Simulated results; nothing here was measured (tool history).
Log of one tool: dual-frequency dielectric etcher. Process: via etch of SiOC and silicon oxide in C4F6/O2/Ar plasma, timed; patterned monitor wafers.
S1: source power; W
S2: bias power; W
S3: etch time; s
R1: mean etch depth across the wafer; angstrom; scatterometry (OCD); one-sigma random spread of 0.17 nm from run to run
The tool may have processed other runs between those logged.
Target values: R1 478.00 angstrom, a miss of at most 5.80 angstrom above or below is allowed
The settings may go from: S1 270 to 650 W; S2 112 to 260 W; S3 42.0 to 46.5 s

Run 1, hour 0.0: S1 460 W, S2 186 W, S3 46.5 s. Result: R1 504.84 angstrom.
Run 2, hour 2.1: S1 380 W, S2 186 W, S3 46.5 s. Result: R1 486.17 angstrom.
Run 3, hour 10.3: S1 430 W, S2 186 W, S3 46.5 s. Result: R1 500.22 angstrom.
Run 4, hour 10.9: S1 430 W, S2 186 W, S3 46.5 s. Result: R1 501.60 angstrom.
Run 5, hour 15.9: S1 420 W, S2 185 W, S3 46.5 s. Result: R1 495.52 angstrom.
Run 6, hour 22.6: S1 450 W, S2 185 W, S3 46.5 s. Result: R1 503.33 angstrom.
Run 7, hour 29.0: S1 440 W, S2 184 W, S3 46.5 s. Result: R1 499.53 angstrom.
Run 8, hour 30.3: S1 430 W, S2 183 W, S3 46.5 s. Result: R1 493.80 angstrom.
Run 9, hour 31.0: S1 420 W, S2 183 W, S3 46.5 s. Result: R1 490.58 angstrom.

Exactly one of the 4 candidate moves below puts every result within its allowed miss. Which one?
Run A, hour 31.7: S1 380 W, S2 184 W, S3 46.0 s. Result: R1 ?.
Run B, hour 31.7: S1 380 W, S2 168 W, S3 46.0 s. Result: R1 ?.
Run C, hour 31.7: S1 400 W, S2 183 W, S3 46.5 s. Result: R1 ?.
Run D, hour 31.7: S1 380 W, S2 215 W, S3 46.0 s. Result: R1 ?.

move      R1
   A  478.96
   B  462.35
   C  488.49
   D  508.96
A: all results land within tolerance of their targets
B: carries the result that was furthest off beyond its target, to the other side
C: closer than the last run, but not yet in spec
D: its largest miss is bigger than the last run's
Correct choice: A, which meets every target
